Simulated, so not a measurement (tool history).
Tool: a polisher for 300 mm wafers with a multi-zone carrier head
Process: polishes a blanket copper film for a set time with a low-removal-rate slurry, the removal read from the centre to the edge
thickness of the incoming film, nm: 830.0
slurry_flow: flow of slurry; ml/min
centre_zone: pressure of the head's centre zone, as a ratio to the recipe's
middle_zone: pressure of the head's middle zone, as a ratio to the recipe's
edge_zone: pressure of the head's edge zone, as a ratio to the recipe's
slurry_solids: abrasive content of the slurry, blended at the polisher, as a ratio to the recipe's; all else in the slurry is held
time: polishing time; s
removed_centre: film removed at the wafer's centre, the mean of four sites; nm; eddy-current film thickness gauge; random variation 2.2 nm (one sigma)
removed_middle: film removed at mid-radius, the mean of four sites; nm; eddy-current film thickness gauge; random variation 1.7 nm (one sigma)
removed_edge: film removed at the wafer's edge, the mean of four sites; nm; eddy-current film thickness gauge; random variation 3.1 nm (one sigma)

Run 1, day 0.000: slurry_flow 280 ml/min, centre_zone 1.00, middle_zone 1.00, edge_zone 1.00, slurry_solids 1.00, time 85 s. Result: removed_centre 196.79 nm, removed_middle 189.17 nm, removed_edge 194.82 nm.
Run 2, day 0.225: slurry_flow 285 ml/min, centre_zone 1.00, middle_zone 1.01, edge_zone 1.04, slurry_solids 1.10, time 86 s. Result: removed_centre 202.81 nm, removed_middle 195.52 nm, removed_edge 203.18 nm.
Run 3, day 0.292: slurry_flow 285 ml/min, centre_zone 0.99, middle_zone 1.01, edge_zone 1.07, slurry_solids 1.20, time 88 s. Result: removed_centre 205.19 nm, removed_middle 202.29 nm, removed_edge 213.71 nm.
Run 4, day 0.367: slurry_flow 285 ml/min, centre_zone 0.99, middle_zone 1.01, edge_zone 1.07, slurry_solids 1.10, time 88 s. Result: removed_centre 208.01 nm, removed_middle 200.53 nm, removed_edge 211.20 nm.
Run 5, day 0.733: slurry_flow 290 ml/min, centre_zone 0.99, middle_zone 1.01, edge_zone 1.10, slurry_solids 1.20, time 89 s. Result: removed_centre 210.41 nm, removed_middle 206.23 nm, removed_edge 225.82 nm.
Run 6, day 0.812: slurry_flow 305 ml/min, centre_zone 1.00, middle_zone 1.02, edge_zone 1.11, slurry_solids 1.20, time 89 s. Result: removed_centre 211.73 nm, removed_middle 206.68 nm, removed_edge 217.67 nm.
Run 7, day 1.079: slurry_flow 295 ml/min, centre_zone 1.00, middle_zone 1.02, edge_zone 1.12, slurry_solids 1.25, time 90 s. Result: removed_centre 216.25 nm, removed_middle 211.23 nm, removed_edge 223.24 nm.

The next listed run, before its measurement:
Run 8, day 1.383: slurry_flow 295 ml/min, centre_zone 1.00, middle_zone 1.01, edge_zone 1.13, slurry_solids 1.30, time 91 s. Result: removed_centre ?, removed_middle ?, removed_edge ?.

Run 8 gave removed_centre 223.80 nm, removed_middle 213.22 nm, removed_edge 236.45 nm.
